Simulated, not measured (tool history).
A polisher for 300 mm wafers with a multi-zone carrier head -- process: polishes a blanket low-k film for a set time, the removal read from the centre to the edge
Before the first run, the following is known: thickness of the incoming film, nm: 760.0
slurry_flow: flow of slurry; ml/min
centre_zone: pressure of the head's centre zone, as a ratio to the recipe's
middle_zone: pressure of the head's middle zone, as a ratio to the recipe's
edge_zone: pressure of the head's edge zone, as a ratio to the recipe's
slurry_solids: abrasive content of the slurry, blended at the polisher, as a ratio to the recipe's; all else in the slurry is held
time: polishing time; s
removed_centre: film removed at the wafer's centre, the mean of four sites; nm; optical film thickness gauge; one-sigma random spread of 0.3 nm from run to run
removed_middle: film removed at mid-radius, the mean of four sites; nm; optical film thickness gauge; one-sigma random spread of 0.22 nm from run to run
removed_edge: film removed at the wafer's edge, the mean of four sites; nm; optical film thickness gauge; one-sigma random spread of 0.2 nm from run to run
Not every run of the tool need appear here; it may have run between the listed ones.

Run 1, hour 0.0: slurry_flow 230 ml/min, centre_zone 1.00, middle_zone 1.00, edge_zone 1.00, slurry_solids 1.00, time 51 s. Result: removed_centre 24.314 nm, removed_middle 23.365 nm, removed_edge 23.625 nm.
Run 2, hour 1.4: slurry_flow 240 ml/min, centre_zone 0.99, middle_zone 1.02, edge_zone 1.04, slurry_solids 1.05, time 51 s. Result: removed_centre 24.012 nm, removed_middle 24.093 nm, removed_edge 24.446 nm.
Run 3, hour 4.4: slurry_flow 240 ml/min, centre_zone 0.99, middle_zone 1.02, edge_zone 1.10, slurry_solids 1.05, time 51 s. Result: removed_centre 24.576 nm, removed_middle 24.280 nm, removed_edge 25.404 nm.
Run 4, hour 12.1: slurry_flow 245 ml/min, centre_zone 0.99, middle_zone 1.04, edge_zone 1.12, slurry_solids 1.10, time 51 s. Result: removed_centre 24.535 nm, removed_middle 25.241 nm, removed_edge 26.242 nm.
Run 5, hour 15.1: slurry_flow 255 ml/min, centre_zone 1.00, middle_zone 1.05, edge_zone 1.14, slurry_solids 1.15, time 51 s. Result: removed_centre 25.788 nm, removed_middle 25.876 nm, removed_edge 26.794 nm.
Run 6, hour 19.0: slurry_flow 260 ml/min, centre_zone 0.99, middle_zone 1.06, edge_zone 1.15, slurry_solids 1.20, time 51 s. Result: removed_centre 26.059 nm, removed_middle 26.074 nm, removed_edge 26.816 nm.
Run 7, hour 24.3: slurry_flow 255 ml/min, centre_zone 0.97, middle_zone 1.07, edge_zone 1.16, slurry_solids 1.25, time 51 s. Result: removed_centre 25.521 nm, removed_middle 26.397 nm, removed_edge 27.312 nm.

Run 8, settings as shown, results not yet in. Your forecast:
Run 8, hour 32.3: slurry_flow 255 ml/min, centre_zone 0.96, middle_zone 1.08, edge_zone 1.17, slurry_solids 1.30, time 51 s. Result: removed_centre ?, removed_middle ?, removed_edge ?.

removed_centre: 25.541 nm
removed_middle: 27.189 nm
removed_edge: 27.785 nm
